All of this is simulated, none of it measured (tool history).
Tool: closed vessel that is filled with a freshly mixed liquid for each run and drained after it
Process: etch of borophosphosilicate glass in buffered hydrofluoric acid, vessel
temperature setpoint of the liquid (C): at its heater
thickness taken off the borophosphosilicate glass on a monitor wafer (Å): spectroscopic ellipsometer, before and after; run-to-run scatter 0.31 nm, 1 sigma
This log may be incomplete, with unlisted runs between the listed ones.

run	hour	temperature setpoint of the liquid (C)	parts of 40 % ammonium fluoride to one part of 49 % hydrofluoric acid (parts by volume)	time in the liquid (s)	thickness taken off the borophosphosilicate glass on a monitor wafer (Å)
1	0	24	13.5	105	1056.4
2	8.8	24	9.5	105	1468
3	15.2	27.5	9.5	105	1785.7
4	21.1	26	11	105	1443.4
5	26.9	24.5	12.5	105	1176
6	27.8	23.5	13.5	105	1037.7
7	31.9	22.5	14.5	105	911.33
8	40.7	21.5	15.5	105	812.85
9	49.1	17.5	20	105	503.19

Run 10 comes next. What will it give?
10	51.2	17	20.5	105	?

{"run 10": {"thickness taken off the borophosphosilicate glass on a monitor wafer (Å)": 487.69}}
